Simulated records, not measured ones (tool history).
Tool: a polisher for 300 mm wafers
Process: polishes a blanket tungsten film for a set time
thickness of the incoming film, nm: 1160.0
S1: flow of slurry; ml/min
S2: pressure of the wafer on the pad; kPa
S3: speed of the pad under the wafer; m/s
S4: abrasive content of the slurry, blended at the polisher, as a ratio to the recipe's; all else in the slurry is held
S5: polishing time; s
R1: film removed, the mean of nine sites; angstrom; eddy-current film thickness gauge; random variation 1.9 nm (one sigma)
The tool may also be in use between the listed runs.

Run 1, hour 0.0: S1 170 ml/min, S2 20.0 kPa, S3 1.32 m/s, S4 1.0, S5 47 s. Result: R1 2130.4 angstrom.
Run 2, hour 0.7: S1 170 ml/min, S2 20.0 kPa, S3 1.32 m/s, S4 1.0, S5 42 s. Result: R1 1884.3 angstrom.
Run 3, hour 8.7: S1 170 ml/min, S2 20.0 kPa, S3 1.52 m/s, S4 1.0, S5 42 s. Result: R1 2056.6 angstrom.
Run 4, hour 17.3: S1 170 ml/min, S2 20.0 kPa, S3 1.80 m/s, S4 1.0, S5 42 s. Result: R1 2340.1 angstrom.
Run 5, hour 25.2: S1 170 ml/min, S2 19.3 kPa, S3 1.80 m/s, S4 1.0, S5 42 s. Result: R1 2295.7 angstrom.
Run 6, hour 33.5: S1 170 ml/min, S2 18.6 kPa, S3 1.80 m/s, S4 1.0, S5 42 s. Result: R1 2176.3 angstrom.
Run 7, hour 41.4: S1 170 ml/min, S2 17.9 kPa, S3 1.80 m/s, S4 1.0, S5 42 s. Result: R1 2103.1 angstrom.
Run 8, hour 46.9: S1 170 ml/min, S2 17.2 kPa, S3 1.80 m/s, S4 1.0, S5 42 s. Result: R1 2062.3 angstrom.

Run 9 comes next. What will it give?
Run 9, hour 53.9: S1 170 ml/min, S2 16.5 kPa, S3 1.80 m/s, S4 1.0, S5 42 s. Result: R1 ?.

Run 9 gave R1 1921.1 angstrom.

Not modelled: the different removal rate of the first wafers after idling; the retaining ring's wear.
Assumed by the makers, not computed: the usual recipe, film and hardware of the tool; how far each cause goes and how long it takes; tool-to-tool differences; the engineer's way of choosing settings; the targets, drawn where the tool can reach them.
